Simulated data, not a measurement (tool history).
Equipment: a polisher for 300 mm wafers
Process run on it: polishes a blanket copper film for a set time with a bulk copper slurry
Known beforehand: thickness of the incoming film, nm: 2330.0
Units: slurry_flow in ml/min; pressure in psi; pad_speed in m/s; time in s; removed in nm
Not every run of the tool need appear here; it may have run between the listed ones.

run,hour,slurry_flow,pressure,pad_speed,slurry_solids,time,removed
1,0,210,3,1.12,1,56,482.19
2,6.9,210,3.2,1.12,1,56,514.36
3,13.8,210,3.4,1.12,1,56,544.13
4,19.2,210,3.4,0.98,1,56,491.39
5,27.8,210,3.6,1,1,56,520.04
6,36.3,210,3.7,1.02,1,56,543.16

What will run 7 give?
7,40.8,210,3.8,1.04,1,56,?

{"run 7": {"removed": 566.76}}
